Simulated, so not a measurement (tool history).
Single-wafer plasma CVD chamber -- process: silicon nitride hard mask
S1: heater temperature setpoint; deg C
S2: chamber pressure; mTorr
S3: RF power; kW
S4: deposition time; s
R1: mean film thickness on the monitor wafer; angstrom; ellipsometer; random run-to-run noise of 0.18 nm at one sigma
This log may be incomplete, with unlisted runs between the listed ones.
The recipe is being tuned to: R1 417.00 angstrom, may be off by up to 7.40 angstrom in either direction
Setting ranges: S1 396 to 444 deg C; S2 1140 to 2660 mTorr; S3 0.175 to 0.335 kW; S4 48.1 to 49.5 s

Run 1, hour 0.0: S1 420 deg C, S2 1900 mTorr, S3 0.255 kW, S4 48.1 s. Result: R1 488.75 angstrom.
Run 2, hour 0.6: S1 420 deg C, S2 1750 mTorr, S3 0.250 kW, S4 48.1 s. Result: R1 472.40 angstrom.
Run 3, hour 6.3: S1 420 deg C, S2 1750 mTorr, S3 0.265 kW, S4 48.1 s. Result: R1 487.87 angstrom.
Run 4, hour 14.5: S1 420 deg C, S2 1620 mTorr, S3 0.260 kW, S4 48.1 s. Result: R1 466.97 angstrom.
Run 5, hour 16.2: S1 420 deg C, S2 1620 mTorr, S3 0.260 kW, S4 49.5 s. Result: R1 486.74 angstrom.
Run 6, hour 19.0: S1 420 deg C, S2 1520 mTorr, S3 0.255 kW, S4 49.4 s. Result: R1 464.92 angstrom.
Run 7, hour 22.7: S1 420 deg C, S2 1440 mTorr, S3 0.255 kW, S4 49.4 s. Result: R1 458.87 angstrom.
Run 8, hour 24.1: S1 420 deg C, S2 1380 mTorr, S3 0.250 kW, S4 49.4 s. Result: R1 445.19 angstrom.
Run 9, hour 32.0: S1 420 deg C, S2 1140 mTorr, S3 0.240 kW, S4 49.3 s. Result: R1 402.95 angstrom.
Run 10, hour 34.5: S1 420 deg C, S2 1170 mTorr, S3 0.240 kW, S4 49.3 s. Result: R1 405.53 angstrom.
Run 11, hour 42.4: S1 420 deg C, S2 1190 mTorr, S3 0.240 kW, S4 49.3 s. Result: R1 409.38 angstrom.

Next run, 5 choices. One meets every target within its allowed miss, the rest don't. Which?
Run A, hour 50.3: S1 420 deg C, S2 1300 mTorr, S3 0.200 kW, S4 49.5 s. Result: R1 ?.
Run B, hour 50.3: S1 423 deg C, S2 1140 mTorr, S3 0.245 kW, S4 48.8 s. Result: R1 ?.
Run C, hour 50.3: S1 427 deg C, S2 1140 mTorr, S3 0.235 kW, S4 49.3 s. Result: R1 ?.
Run D, hour 50.3: S1 421 deg C, S2 1240 mTorr, S3 0.220 kW, S4 48.4 s. Result: R1 ?.
Run E, hour 50.3: S1 415 deg C, S2 1260 mTorr, S3 0.240 kW, S4 48.9 s. Result: R1 ?.

move      R1
   A  386.41
   B  401.37
   C  396.00
   D  390.01
   E  416.79
A: further off than the last run
B: further off than the last run
C: further off than the last run
D: further off than the last run
E: all results land within tolerance of their targets
Answer: E
